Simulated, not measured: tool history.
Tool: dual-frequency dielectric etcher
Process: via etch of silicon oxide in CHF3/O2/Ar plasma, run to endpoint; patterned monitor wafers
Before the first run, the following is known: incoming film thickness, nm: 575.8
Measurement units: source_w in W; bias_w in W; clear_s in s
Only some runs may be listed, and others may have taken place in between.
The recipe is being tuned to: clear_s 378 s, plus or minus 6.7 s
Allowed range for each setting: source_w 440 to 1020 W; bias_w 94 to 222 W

run 1 hour=0 | source_w=730 bias_w=158 | clear_s=298.88
run 2 hour=9.1 | source_w=660 bias_w=147 | clear_s=317.12
run 3 hour=11.8 | source_w=610 bias_w=139 | clear_s=330.78
run 4 hour=15 | source_w=570 bias_w=133 | clear_s=342.95
run 5 hour=16.8 | source_w=570 bias_w=121 | clear_s=355.84
run 6 hour=24.7 | source_w=540 bias_w=120 | clear_s=362.77
run 7 hour=30.1 | source_w=520 bias_w=119 | clear_s=368.86
run 8 hour=35 | source_w=510 bias_w=119 | clear_s=364.45
run 9 hour=43.2 | source_w=510 bias_w=119 | clear_s=366.99
run 10 hour=44.8 | source_w=500 bias_w=119 | clear_s=369.24
run 11 hour=49.4 | source_w=490 bias_w=119 | clear_s=370.92

Which one of the following 4 next-run settings gets every result inside its allowed miss? There is exactly one.
run A hour=54 | source_w=450 bias_w=106 | clear_s=?
run B hour=54 | source_w=480 bias_w=127 | clear_s=?
run C hour=54 | source_w=440 bias_w=120 | clear_s=?
run D hour=54 | source_w=470 bias_w=108 | clear_s=?

move=A clear_s=399.38
move=B clear_s=364.95
move=C clear_s=380.38
move=D clear_s=392.73
A: moves the result that the last run missed by most past its target, out the other side
B: lands further from the targets than the last run did
C: every result within its allowed miss
D: moves the result that the last run missed by most past its target, out the other side
Correct choice: C, which meets every target
